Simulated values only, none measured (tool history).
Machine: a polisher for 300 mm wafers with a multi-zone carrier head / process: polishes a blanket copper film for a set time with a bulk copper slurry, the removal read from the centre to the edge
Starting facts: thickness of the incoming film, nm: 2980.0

run,hour,flow of slurry (ml/min),pressure of the head's centre zone,pressure of the head's middle zone,pressure of the head's edge zone,abrasive content of the slurry,polishing time (s),film removed at the wafer's centre (angstrom),film removed at mid-radius (angstrom),film removed at the wafer's edge (angstrom)
1,0.0,180,1.00,1.00,1.00,1.00,46,4003.4,4184.7,4158.2
2,8.4,170,0.96,0.98,0.97,0.90,42,3398.8,3623.4,3543.5
3,12.1,170,0.96,0.98,0.97,1.10,42,3572.6,3890.1,3721.3
4,20.7,160,0.93,0.96,0.97,0.95,39,3109.6,3324.1,3311.1
5,26.6,150,0.90,0.96,0.97,0.85,37,2692.1,2970.8,3045.8
6,33.4,150,0.94,0.96,0.97,0.85,37,2839.8,2972.3,3031.3
7,38.8,145,0.91,0.96,0.95,0.75,36,2557.1,2804.5,2826.2
8,43.4,140,0.89,0.95,0.93,0.70,36,2420.9,2728.7,2672.2
9,48.5,135,0.87,0.93,0.93,0.65,36,2314.6,2555.0,2599.4
10,55.7,130,0.86,0.93,0.92,0.65,36,2220.2,2522.3,2582.6
11,63.6,125,0.85,0.92,0.90,0.65,36,2205.5,2511.6,2547.4

The next listed run, before its measurement:
12,71.5,115,0.81,0.89,0.88,0.50,35,?,?,?

Run 12 came out at film removed at the wafer's centre (angstrom) 1790.8, film removed at mid-radius (angstrom) 2057.9, film removed at the wafer's edge (angstrom) 2159.6.

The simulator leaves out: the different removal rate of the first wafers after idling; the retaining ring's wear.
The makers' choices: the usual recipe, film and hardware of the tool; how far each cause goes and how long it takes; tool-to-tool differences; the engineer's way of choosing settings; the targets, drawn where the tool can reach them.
